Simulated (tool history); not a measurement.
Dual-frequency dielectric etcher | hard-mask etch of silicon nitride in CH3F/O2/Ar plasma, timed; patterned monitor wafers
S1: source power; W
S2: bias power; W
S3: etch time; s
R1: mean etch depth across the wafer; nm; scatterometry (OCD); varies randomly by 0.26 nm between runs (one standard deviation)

{"run": 1, "day": 0.0, "S1": 430, "S2": 66, "S3": 177.5, "R1": 123.54}
{"run": 2, "day": 0.092, "S1": 430, "S2": 66, "S3": 177.5, "R1": 122.84}
{"run": 3, "day": 0.15, "S1": 400, "S2": 62, "S3": 176.5, "R1": 115.93}
{"run": 4, "day": 0.408, "S1": 380, "S2": 60, "S3": 176.0, "R1": 111.8}
{"run": 5, "day": 0.671, "S1": 380, "S2": 49, "S3": 176.0, "R1": 101.25}
{"run": 6, "day": 0.942, "S1": 380, "S2": 59, "S3": 176.0, "R1": 111.86}
{"run": 7, "day": 0.992, "S1": 360, "S2": 56, "S3": 175.5, "R1": 105.86}
{"run": 8, "day": 1.029, "S1": 340, "S2": 55, "S3": 175.5, "R1": 102.84}
{"run": 9, "day": 1.058, "S1": 330, "S2": 54, "S3": 175.5, "R1": 101.43}
{"run": 10, "day": 1.396, "S1": 320, "S2": 53, "S3": 175.5, "R1": 99.265}
{"run": 11, "day": 1.688, "S1": 310, "S2": 53, "S3": 175.5, "R1": 97.842}

Run 12 comes next. What will it give?
{"run": 12, "day": 2.05, "S1": 300, "S2": 53, "S3": 175.5, "R1": "?"}

R1: 97.049 nm
